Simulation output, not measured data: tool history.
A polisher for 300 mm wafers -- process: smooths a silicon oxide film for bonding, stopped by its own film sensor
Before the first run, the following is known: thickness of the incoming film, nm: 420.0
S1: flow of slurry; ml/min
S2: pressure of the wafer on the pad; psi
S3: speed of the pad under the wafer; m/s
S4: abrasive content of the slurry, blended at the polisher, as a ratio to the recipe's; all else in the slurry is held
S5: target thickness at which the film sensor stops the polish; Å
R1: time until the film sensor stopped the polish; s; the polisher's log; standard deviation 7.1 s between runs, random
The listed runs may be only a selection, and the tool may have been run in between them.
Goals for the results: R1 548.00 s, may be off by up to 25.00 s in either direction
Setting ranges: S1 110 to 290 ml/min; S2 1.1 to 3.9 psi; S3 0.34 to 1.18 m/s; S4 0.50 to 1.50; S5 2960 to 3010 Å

run 1 hour=0.0 | S1=185 S2=2.5 S3=0.76 S4=1.00 S5=3010 | R1=168.66
run 2 hour=3.8 | S1=185 S2=2.5 S3=0.76 S4=1.05 S5=3010 | R1=161.60
run 3 hour=7.5 | S1=185 S2=2.5 S3=0.76 S4=0.90 S5=3010 | R1=173.20
run 4 hour=10.2 | S1=185 S2=2.5 S3=0.90 S4=0.90 S5=3010 | R1=151.19
run 5 hour=11.4 | S1=185 S2=2.1 S3=0.90 S4=0.90 S5=3010 | R1=177.24
run 6 hour=15.2 | S1=185 S2=2.0 S3=0.82 S4=0.85 S5=3000 | R1=201.01
run 7 hour=22.7 | S1=175 S2=1.9 S3=0.76 S4=0.80 S5=2990 | R1=227.74
run 8 hour=30.1 | S1=165 S2=1.8 S3=0.70 S4=0.75 S5=2990 | R1=263.15
run 9 hour=31.9 | S1=165 S2=1.7 S3=0.66 S4=0.70 S5=2990 | R1=307.95
run 10 hour=34.1 | S1=165 S2=1.6 S3=0.62 S4=0.70 S5=2990 | R1=332.46
run 11 hour=37.6 | S1=165 S2=1.5 S3=0.60 S4=0.70 S5=2990 | R1=363.45
run 12 hour=39.6 | S1=165 S2=1.5 S3=0.58 S4=0.70 S5=2990 | R1=359.15
run 13 hour=48.0 | S1=165 S2=1.4 S3=0.56 S4=0.70 S5=2990 | R1=398.45
run 14 hour=50.6 | S1=165 S2=1.4 S3=0.54 S4=0.70 S5=2990 | R1=416.10
run 15 hour=55.8 | S1=165 S2=1.1 S3=0.40 S4=0.65 S5=2990 | R1=650.42

Pick the move, out of 5, that brings all results within their allowed miss; only one does.
run A hour=61.0 | S1=165 S2=1.3 S3=0.46 S4=0.70 S5=2980 | R1=?
run B hour=61.0 | S1=180 S2=1.1 S3=0.36 S4=0.65 S5=2960 | R1=?
run C hour=61.0 | S1=180 S2=1.1 S3=0.34 S4=0.55 S5=2980 | R1=?
run D hour=61.0 | S1=120 S2=1.1 S3=0.36 S4=0.55 S5=2960 | R1=?
run E hour=61.0 | S1=170 S2=1.4 S3=0.38 S4=0.70 S5=2980 | R1=?

move=A R1=505.52
move=B R1=716.81
move=C R1=795.67
move=D R1=811.52
move=E R1=556.94
A: takes the result that was furthest off past its target
B: lands further from the targets than the last run did
C: lands further from the targets than the last run did
D: lands further from the targets than the last run did
E: every result within its allowed miss
Go with E: it meets all targets.

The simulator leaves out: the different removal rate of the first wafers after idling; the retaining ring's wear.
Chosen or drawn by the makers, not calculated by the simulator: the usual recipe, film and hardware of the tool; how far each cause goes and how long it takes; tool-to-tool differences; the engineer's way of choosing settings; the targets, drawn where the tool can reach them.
